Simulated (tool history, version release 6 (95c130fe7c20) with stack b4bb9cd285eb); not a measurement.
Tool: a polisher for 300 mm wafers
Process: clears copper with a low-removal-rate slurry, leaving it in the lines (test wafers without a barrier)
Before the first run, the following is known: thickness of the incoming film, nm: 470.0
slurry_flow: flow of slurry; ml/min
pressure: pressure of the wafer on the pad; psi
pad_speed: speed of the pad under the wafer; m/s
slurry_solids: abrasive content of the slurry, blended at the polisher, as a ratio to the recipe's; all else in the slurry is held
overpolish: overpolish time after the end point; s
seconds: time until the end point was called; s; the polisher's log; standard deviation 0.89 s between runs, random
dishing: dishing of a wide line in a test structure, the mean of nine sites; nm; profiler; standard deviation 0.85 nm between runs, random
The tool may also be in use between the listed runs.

run,hour,slurry_flow,pressure,pad_speed,slurry_solids,overpolish,seconds,dishing
1,0.0,195,4.0,1.20,1.0,27,86.600,88.919
2,2.8,195,4.2,1.22,1.0,25,79.654,88.746
3,10.8,215,4.2,1.22,1.0,25,79.608,89.129
4,19.0,260,4.2,1.22,1.0,25,78.760,89.024
5,28.0,260,4.3,1.22,1.0,23,75.106,87.958
6,32.1,260,4.3,1.50,1.0,23,61.780,94.771
7,34.5,260,4.3,1.50,1.0,22,62.966,94.487

For run 8, what comes out?
8,43.4,260,4.3,1.50,1.0,21,?,?

seconds: 65.088 s
dishing: 91.494 nm
